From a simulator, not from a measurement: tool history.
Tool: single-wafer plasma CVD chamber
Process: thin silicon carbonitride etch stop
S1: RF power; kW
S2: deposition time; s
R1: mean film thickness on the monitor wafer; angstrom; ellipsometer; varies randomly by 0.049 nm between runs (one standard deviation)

run 1 hour=0.0 | S1=0.240 S2=16.2 | R1=99.465
run 2 hour=3.3 | S1=0.250 S2=16.6 | R1=103.710
run 3 hour=5.2 | S1=0.250 S2=15.0 | R1=93.871
run 4 hour=10.1 | S1=0.260 S2=15.6 | R1=98.970
run 5 hour=10.6 | S1=0.270 S2=16.0 | R1=102.720
run 6 hour=11.6 | S1=0.255 S2=16.0 | R1=101.150

The next listed run, before its measurement:
run 7 hour=15.8 | S1=0.265 S2=16.3 | R1=?

Run 7 measured R1 104.460 angstrom.

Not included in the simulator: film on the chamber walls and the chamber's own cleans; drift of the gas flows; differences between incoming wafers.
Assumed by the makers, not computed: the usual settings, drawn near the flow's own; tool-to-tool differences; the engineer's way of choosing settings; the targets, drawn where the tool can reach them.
